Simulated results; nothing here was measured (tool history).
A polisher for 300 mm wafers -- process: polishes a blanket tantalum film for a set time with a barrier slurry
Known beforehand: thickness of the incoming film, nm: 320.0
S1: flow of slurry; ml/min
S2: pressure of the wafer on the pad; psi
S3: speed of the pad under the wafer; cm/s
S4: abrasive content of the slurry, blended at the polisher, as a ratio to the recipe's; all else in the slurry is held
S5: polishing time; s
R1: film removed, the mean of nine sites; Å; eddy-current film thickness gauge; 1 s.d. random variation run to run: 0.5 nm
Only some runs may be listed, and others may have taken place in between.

Run 1, hour 0.0: S1 200 ml/min, S2 2.2 psi, S3 128 cm/s, S4 1.0, S5 35 s. Result: R1 672.79 Å.
Run 2, hour 3.9: S1 200 ml/min, S2 2.1 psi, S3 128 cm/s, S4 1.0, S5 35 s. Result: R1 633.28 Å.
Run 3, hour 10.8: S1 200 ml/min, S2 2.1 psi, S3 128 cm/s, S4 1.1, S5 35 s. Result: R1 650.12 Å.
Run 4, hour 13.6: S1 200 ml/min, S2 2.1 psi, S3 148 cm/s, S4 1.1, S5 35 s. Result: R1 733.38 Å.
Run 5, hour 19.0: S1 200 ml/min, S2 2.1 psi, S3 148 cm/s, S4 1.1, S5 32 s. Result: R1 698.06 Å.
Run 6, hour 27.9: S1 200 ml/min, S2 2.4 psi, S3 148 cm/s, S4 1.1, S5 32 s. Result: R1 788.22 Å.

Run 7 has not been measured yet. What should we expect?
Run 7, hour 35.0: S1 195 ml/min, S2 2.2 psi, S3 148 cm/s, S4 1.1, S5 32 s. Result: R1 ?.

{"run 7": {"R1": 719.3}}
